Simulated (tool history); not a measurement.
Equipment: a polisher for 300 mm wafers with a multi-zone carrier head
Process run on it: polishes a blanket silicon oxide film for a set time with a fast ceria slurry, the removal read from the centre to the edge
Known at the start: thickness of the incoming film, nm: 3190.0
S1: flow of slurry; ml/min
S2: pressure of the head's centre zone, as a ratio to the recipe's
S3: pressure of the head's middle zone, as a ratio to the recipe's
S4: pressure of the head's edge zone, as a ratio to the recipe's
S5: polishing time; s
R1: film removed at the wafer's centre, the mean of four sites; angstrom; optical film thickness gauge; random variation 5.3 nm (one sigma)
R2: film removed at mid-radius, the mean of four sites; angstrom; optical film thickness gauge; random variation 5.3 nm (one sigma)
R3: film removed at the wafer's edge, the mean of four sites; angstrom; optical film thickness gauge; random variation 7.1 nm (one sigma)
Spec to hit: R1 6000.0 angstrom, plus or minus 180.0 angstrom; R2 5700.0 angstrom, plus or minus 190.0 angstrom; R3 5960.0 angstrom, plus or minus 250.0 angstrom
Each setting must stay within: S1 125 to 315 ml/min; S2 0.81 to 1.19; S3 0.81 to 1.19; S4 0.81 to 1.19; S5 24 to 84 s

run  hour   S1    S2    S3    S4  S5      R1      R2      R3
  1   0.0  205  1.00  1.00  1.00  54  4807.4  4820.4  4783.6
  2   6.7  215  1.02  1.01  1.05  56  5152.8  5188.8  5142.3
  3  11.7  230  1.04  1.00  1.09  57  5476.2  5197.5  5499.1
  4  18.8  230  1.04  1.00  1.09  68  6504.0  6142.7  6266.3
  5  21.9  215  1.03  0.99  1.08  68  6441.6  6078.3  6372.4
  6  29.6  215  1.03  0.99  1.01  68  6336.7  6112.1  6044.3
  7  37.6  205  1.02  0.98  1.01  68  6291.1  5944.5  6122.4
  8  40.8  200  1.01  0.98  1.00  68  6209.5  6025.1  6184.6

Which single option among these 5 for the next run brings every result within its allowed miss of target? Just one does.
  A  44.0  155  0.94  1.02  0.97  74   ?   ?   ?
  B  44.0  185  0.96  1.00  0.96  70   ?   ?   ?
  C  44.0  170  1.00  1.04  1.00  70   ?   ?   ?
  D  44.0  190  0.99  0.92  0.95  68   ?   ?   ?
  E  44.0  190  0.95  1.02  0.99  71   ?   ?   ?

move      R1      R2      R3
   A  5887.2  6421.3  6273.9
   B  5893.1  6172.0  6046.7
   C  6044.0  6271.5  6090.1
   D  5930.3  5646.5  5871.2
   E  5943.6  6384.6  6235.5
A: lands further from the targets than the last run did
B: lands further from the targets than the last run did
C: lands further from the targets than the last run did
D: all results land within tolerance of their targets
E: lands further from the targets than the last run did
The move that meets every target is D.
